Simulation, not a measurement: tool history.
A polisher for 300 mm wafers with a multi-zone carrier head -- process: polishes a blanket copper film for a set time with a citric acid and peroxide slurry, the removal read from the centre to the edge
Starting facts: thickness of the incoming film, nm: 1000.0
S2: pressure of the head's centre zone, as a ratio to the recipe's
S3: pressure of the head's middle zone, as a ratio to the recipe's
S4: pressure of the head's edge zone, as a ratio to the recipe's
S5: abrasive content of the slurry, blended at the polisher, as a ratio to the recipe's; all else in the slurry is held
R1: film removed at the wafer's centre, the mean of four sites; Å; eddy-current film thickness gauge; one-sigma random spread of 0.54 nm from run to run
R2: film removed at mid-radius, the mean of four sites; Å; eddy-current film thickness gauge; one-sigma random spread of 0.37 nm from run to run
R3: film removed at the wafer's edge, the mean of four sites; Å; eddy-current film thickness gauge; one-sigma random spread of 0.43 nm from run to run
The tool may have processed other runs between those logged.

Run 1, hour 0.0: flow of slurry (ml/min) 305, S2 1.00, S3 1.00, S4 1.00, S5 1.00, polishing time (s) 32. Result: R1 908.17 Å, R2 908.48 Å, R3 905.25 Å.
Run 2, hour 8.9: flow of slurry (ml/min) 305, S2 1.00, S3 0.94, S4 1.00, S5 1.00, polishing time (s) 32. Result: R1 903.34 Å, R2 869.31 Å, R3 900.64 Å.
Run 3, hour 16.5: flow of slurry (ml/min) 300, S2 1.01, S3 0.92, S4 0.98, S5 0.95, polishing time (s) 31. Result: R1 872.77 Å, R2 820.27 Å, R3 863.59 Å.
Run 4, hour 23.5: flow of slurry (ml/min) 305, S2 1.02, S3 0.92, S4 0.96, S5 0.90, polishing time (s) 29. Result: R1 813.10 Å, R2 757.37 Å, R3 781.10 Å.
Run 5, hour 26.4: flow of slurry (ml/min) 305, S2 1.06, S3 0.92, S4 0.96, S5 0.90, polishing time (s) 29. Result: R1 836.93 Å, R2 766.72 Å, R3 788.97 Å.
Run 6, hour 29.0: flow of slurry (ml/min) 305, S2 1.11, S3 0.92, S4 0.96, S5 0.90, polishing time (s) 29. Result: R1 893.01 Å, R2 755.10 Å, R3 782.92 Å.
Run 7, hour 36.8: flow of slurry (ml/min) 300, S2 1.11, S3 0.91, S4 0.95, S5 0.85, polishing time (s) 28. Result: R1 849.86 Å, R2 722.67 Å, R3 750.00 Å.
Run 8, hour 38.3: flow of slurry (ml/min) 300, S2 1.11, S3 0.90, S4 0.94, S5 0.80, polishing time (s) 27. Result: R1 811.03 Å, R2 678.20 Å, R3 701.97 Å.
Run 9, hour 47.1: flow of slurry (ml/min) 295, S2 1.10, S3 0.89, S4 0.93, S5 0.75, polishing time (s) 27. Result: R1 798.82 Å, R2 658.07 Å, R3 689.82 Å.
Run 10, hour 51.9: flow of slurry (ml/min) 295, S2 1.10, S3 0.89, S4 0.93, S5 0.75, polishing time (s) 27. Result: R1 781.19 Å, R2 658.07 Å, R3 692.42 Å.
Run 11, hour 56.0: flow of slurry (ml/min) 295, S2 1.10, S3 0.89, S4 0.92, S5 0.70, polishing time (s) 26. Result: R1 749.86 Å, R2 634.22 Å, R3 652.78 Å.
Run 12, hour 64.7: flow of slurry (ml/min) 290, S2 1.09, S3 0.88, S4 0.91, S5 0.65, polishing time (s) 26. Result: R1 742.14 Å, R2 610.30 Å, R3 652.73 Å.
Run 13, hour 69.6: flow of slurry (ml/min) 295, S2 1.09, S3 0.88, S4 0.90, S5 0.65, polishing time (s) 25. Result: R1 707.56 Å, R2 597.42 Å, R3 618.68 Å.

Run 14 comes next. What will it give?
Run 14, hour 72.7: flow of slurry (ml/min) 270, S2 1.06, S3 0.81, S4 0.81, S5 0.50, polishing time (s) 23. Result: R1 ?, R2 ?, R3 ?.

Logged for run 14: R1 608.11 Å, R2 493.18 Å, R3 521.50 Å.
